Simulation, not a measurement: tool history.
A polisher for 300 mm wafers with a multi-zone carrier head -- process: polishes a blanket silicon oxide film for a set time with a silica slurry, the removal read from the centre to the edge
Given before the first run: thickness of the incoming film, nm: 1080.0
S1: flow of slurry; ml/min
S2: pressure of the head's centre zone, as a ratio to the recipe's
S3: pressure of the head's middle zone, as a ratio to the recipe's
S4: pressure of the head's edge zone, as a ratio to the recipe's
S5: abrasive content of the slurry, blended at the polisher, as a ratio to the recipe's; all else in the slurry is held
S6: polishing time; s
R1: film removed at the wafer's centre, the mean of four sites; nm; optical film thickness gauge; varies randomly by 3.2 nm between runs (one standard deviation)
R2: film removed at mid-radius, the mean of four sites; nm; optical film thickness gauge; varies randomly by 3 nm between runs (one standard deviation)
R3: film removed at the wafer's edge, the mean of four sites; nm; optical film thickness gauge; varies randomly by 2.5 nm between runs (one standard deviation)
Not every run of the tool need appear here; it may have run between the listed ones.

run	hour	S1	S2	S3	S4	S5	S6	R1	R2	R3
1	0.0	220	1.00	1.00	1.00	1.00	63	320.14	310.30	311.93
2	1.3	245	1.00	1.00	1.00	1.00	63	321.67	312.38	307.68
3	9.2	245	1.00	1.00	1.07	1.00	63	319.65	313.89	318.65
4	11.5	200	1.00	1.00	1.07	1.00	63	304.53	297.02	315.03
5	16.8	205	1.00	0.99	1.06	0.90	62	292.76	286.74	296.18
6	21.5	205	1.00	0.99	1.06	0.90	54	262.11	250.67	263.52
7	28.3	205	1.00	0.98	1.05	0.85	54	250.75	246.36	254.74
8	34.2	205	1.01	0.97	1.04	0.85	54	250.21	244.25	251.97
9	43.2	205	1.02	0.96	1.03	0.85	54	253.94	236.24	251.70
10	47.3	205	1.02	0.96	1.02	0.85	54	256.82	234.67	247.13
11	49.0	205	1.02	0.96	1.01	0.85	54	252.68	238.66	245.94
12	57.7	205	1.02	0.95	1.00	0.85	54	259.77	237.77	244.43

The next listed run, before its measurement:
13	63.7	200	1.02	0.94	1.00	0.85	54	?	?	?

Run 13 came out at R1 255.00 nm, R2 228.39 nm, R3 243.28 nm.
